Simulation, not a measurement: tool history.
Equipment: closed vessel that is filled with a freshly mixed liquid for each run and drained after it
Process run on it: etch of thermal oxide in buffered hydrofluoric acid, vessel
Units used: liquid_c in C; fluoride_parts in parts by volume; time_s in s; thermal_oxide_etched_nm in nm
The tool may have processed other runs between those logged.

run  hour  liquid_c  fluoride_parts  time_s  thermal_oxide_etched_nm
  1     0        20            23.5      95                   38.642
  2   5.3        17            23.5      95                   32.632
  3   6.8        17              27      95                    29.83
  4  11.5        17              27     100                    31.55
  5  18.5        17              30     100                   28.654
  6  20.2        20              30     100                   34.391
  7  27.9        20              30     100                   34.244
  8  34.6        21              30     100                   36.209
  9  42.3        22              30     100                   38.841

For run 10, what comes out?
 10  49.7      22.5              30     100                        ?

{"run 10": {"thermal_oxide_etched_nm": 39.218}}
